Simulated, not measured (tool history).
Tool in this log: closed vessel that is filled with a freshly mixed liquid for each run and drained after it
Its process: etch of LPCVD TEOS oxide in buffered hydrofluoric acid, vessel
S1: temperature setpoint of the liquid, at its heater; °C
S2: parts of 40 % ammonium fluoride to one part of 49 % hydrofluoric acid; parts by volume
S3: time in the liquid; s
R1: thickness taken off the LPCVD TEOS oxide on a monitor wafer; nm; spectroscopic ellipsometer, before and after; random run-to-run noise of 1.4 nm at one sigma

Run 1, hour 0.0: S1 25.0 °C, S2 20 parts by volume, S3 100 s. Result: R1 267.59 nm.
Run 2, hour 6.0: S1 25.0 °C, S2 20 parts by volume, S3 110 s. Result: R1 294.34 nm.
Run 3, hour 11.7: S1 24.5 °C, S2 20 parts by volume, S3 110 s. Result: R1 287.50 nm.
Run 4, hour 14.0: S1 28.0 °C, S2 20 parts by volume, S3 110 s. Result: R1 350.10 nm.
Run 5, hour 20.9: S1 25.0 °C, S2 20 parts by volume, S3 110 s. Result: R1 294.43 nm.
Run 6, hour 25.6: S1 24.5 °C, S2 20 parts by volume, S3 110 s. Result: R1 287.46 nm.

Forecast run 7:
Run 7, hour 31.0: S1 24.0 °C, S2 20 parts by volume, S3 110 s. Result: R1 ?.

R1: 279.85 nm

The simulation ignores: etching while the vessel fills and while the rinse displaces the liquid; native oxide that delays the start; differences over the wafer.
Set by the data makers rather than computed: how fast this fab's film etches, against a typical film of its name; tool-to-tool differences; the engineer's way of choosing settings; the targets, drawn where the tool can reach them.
